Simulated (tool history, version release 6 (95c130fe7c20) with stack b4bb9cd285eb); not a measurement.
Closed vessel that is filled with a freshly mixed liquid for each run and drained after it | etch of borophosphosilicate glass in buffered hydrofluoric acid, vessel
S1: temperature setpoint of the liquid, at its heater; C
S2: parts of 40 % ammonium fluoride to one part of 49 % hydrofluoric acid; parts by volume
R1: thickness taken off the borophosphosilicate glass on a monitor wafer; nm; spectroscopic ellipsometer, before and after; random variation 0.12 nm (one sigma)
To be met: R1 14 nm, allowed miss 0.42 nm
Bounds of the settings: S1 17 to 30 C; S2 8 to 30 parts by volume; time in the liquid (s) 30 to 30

run 1 hour=0 | S1=22 S2=21.5 time_in_the_liquid_(s)=30 | R1=18.843
run 2 hour=2.7 | S1=20.5 S2=22 time_in_the_liquid_(s)=30 | R1=17.173
run 3 hour=7.5 | S1=19.5 S2=22 time_in_the_liquid_(s)=30 | R1=16.389
run 4 hour=9.6 | S1=19 S2=22.5 time_in_the_liquid_(s)=30 | R1=15.472
run 5 hour=15.6 | S1=19 S2=17.5 time_in_the_liquid_(s)=30 | R1=19.39
run 6 hour=23.8 | S1=18.5 S2=19 time_in_the_liquid_(s)=30 | R1=17.193
run 7 hour=25.6 | S1=18 S2=20 time_in_the_liquid_(s)=30 | R1=16.048
run 8 hour=30.7 | S1=17.5 S2=20.5 time_in_the_liquid_(s)=30 | R1=15.23

Which of these 5 next moves meets every target?
run A hour=35.8 | S1=21 S2=27.5 time_in_the_liquid_(s)=30 | R1=?
run B hour=35.8 | S1=17.5 S2=18 time_in_the_liquid_(s)=30 | R1=?
run C hour=35.8 | S1=17 S2=20.5 time_in_the_liquid_(s)=30 | R1=?
run D hour=35.8 | S1=18 S2=21.5 time_in_the_liquid_(s)=30 | R1=?
run E hour=35.8 | S1=17 S2=22 time_in_the_liquid_(s)=30 | R1=?

move=A R1=15.062
move=B R1=17.152
move=C R1=14.764
move=D R1=15.112
move=E R1=14.057
A: nearer than the last run, and not there yet
B: further off than the last run
C: nearer than the last run, and not there yet
D: nearer than the last run, and not there yet
E: meets every target
The right move is E.

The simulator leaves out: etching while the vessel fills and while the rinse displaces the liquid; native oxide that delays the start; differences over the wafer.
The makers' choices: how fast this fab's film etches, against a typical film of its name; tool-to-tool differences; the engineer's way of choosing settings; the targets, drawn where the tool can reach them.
